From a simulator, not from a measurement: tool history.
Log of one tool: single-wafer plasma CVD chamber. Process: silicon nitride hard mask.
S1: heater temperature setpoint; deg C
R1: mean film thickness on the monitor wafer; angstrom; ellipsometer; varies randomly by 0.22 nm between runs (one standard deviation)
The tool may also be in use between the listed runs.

Run 1, hour 0: S1 375 deg C, chamber pressure (Torr) 2.08, RF power (kW) 0.305, deposition time (s) 60.5. Result: R1 780.96 angstrom.
Run 2, hour 5.3: S1 375 deg C, chamber pressure (Torr) 1.86, RF power (kW) 0.305, deposition time (s) 60.5. Result: R1 746.65 angstrom.
Run 3, hour 9.2: S1 375 deg C, chamber pressure (Torr) 1.75, RF power (kW) 0.3, deposition time (s) 60.5. Result: R1 721.54 angstrom.
Run 4, hour 12: S1 375 deg C, chamber pressure (Torr) 1.67, RF power (kW) 0.3, deposition time (s) 60.5. Result: R1 702.06 angstrom.
Run 5, hour 14.7: S1 375 deg C, chamber pressure (Torr) 1.62, RF power (kW) 0.3, deposition time (s) 60.5. Result: R1 691.69 angstrom.
Run 6, hour 15.3: S1 370 deg C, chamber pressure (Torr) 1.62, RF power (kW) 0.3, deposition time (s) 60.5. Result: R1 695.4 angstrom.

What does the tool deliver on the next run?
Run 7, hour 19.4: S1 370 deg C, chamber pressure (Torr) 1.58, RF power (kW) 0.3, deposition time (s) 60.5. Result: R1 ?.

For run 7 the tool returned R1 684.08 angstrom.
